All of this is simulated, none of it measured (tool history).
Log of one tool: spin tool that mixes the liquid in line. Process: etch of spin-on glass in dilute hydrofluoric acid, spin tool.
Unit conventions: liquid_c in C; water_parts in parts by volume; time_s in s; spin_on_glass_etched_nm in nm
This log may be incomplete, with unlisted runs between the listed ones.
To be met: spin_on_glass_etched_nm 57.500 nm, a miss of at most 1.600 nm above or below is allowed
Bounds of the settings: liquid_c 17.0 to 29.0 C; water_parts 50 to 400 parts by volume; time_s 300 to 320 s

run  hour  liquid_c  water_parts  time_s  spin_on_glass_etched_nm
  1   0.0      21.0          225     300                   71.947
  2   7.6      20.0          230     300                   66.505
  3  10.5      23.0          230     300                   74.944
  4  17.7      19.5          230     300                   65.146
  5  24.8      19.5          230     300                   65.489
  6  33.4      19.5          230     320                   70.017
  7  41.8      18.5          235     320                   65.547
  8  44.0      18.0          240     320                   62.720
  9  47.2      17.5          245     320                   59.998

Next run, 5 choices. One meets every target within its allowed miss, the rest don't. Which?
  A  50.4      17.5          230     305                        ?
  B  50.4      18.5          260     305                        ?
  C  50.4      18.0          260     305                        ?
  D  50.4      21.5          285     300                        ?
  E  50.4      17.5          245     310                        ?

move  spin_on_glass_etched_nm
   A                   61.603
   B                   55.131
   C                   54.091
   D                   54.039
   E                   57.998
A: moves away from the targets compared with the last run
B: the result that was furthest off in the last run now lies on the other side of its target
C: the result that was furthest off in the last run now lies on the other side of its target
D: the result that was furthest off in the last run now lies on the other side of its target
E: meets every target
The move that meets every target is E.
